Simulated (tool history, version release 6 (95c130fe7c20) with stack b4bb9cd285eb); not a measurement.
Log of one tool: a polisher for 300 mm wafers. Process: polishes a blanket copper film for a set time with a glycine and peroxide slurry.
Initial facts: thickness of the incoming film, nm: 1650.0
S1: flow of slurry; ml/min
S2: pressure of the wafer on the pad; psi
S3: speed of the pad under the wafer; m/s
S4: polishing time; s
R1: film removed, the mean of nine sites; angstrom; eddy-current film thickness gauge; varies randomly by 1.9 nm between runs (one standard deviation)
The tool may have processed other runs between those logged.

run  hour   S1   S2    S3  S4      R1
  1   0.0  285  3.3  0.96  44  3153.1
  2   1.4  285  3.3  0.96  44  3189.0
  3   9.6  315  3.3  0.96  44  3225.4
  4  17.6  310  2.8  0.92  44  2650.4
  5  19.4  310  2.8  0.92  46  2838.3
  6  27.7  310  2.8  0.78  46  2474.3
  7  29.3  310  2.5  0.78  46  2286.3
  8  37.0  310  2.2  0.78  46  2051.8
  9  41.9  310  2.2  0.78  46  2075.4
 10  45.6  310  2.0  0.78  46  1900.2

Estimate the outcome of run 11 from the log above:
 11  53.7  305  1.9  0.78  46   ?

Run 11 yielded R1 1806.3 angstrom.
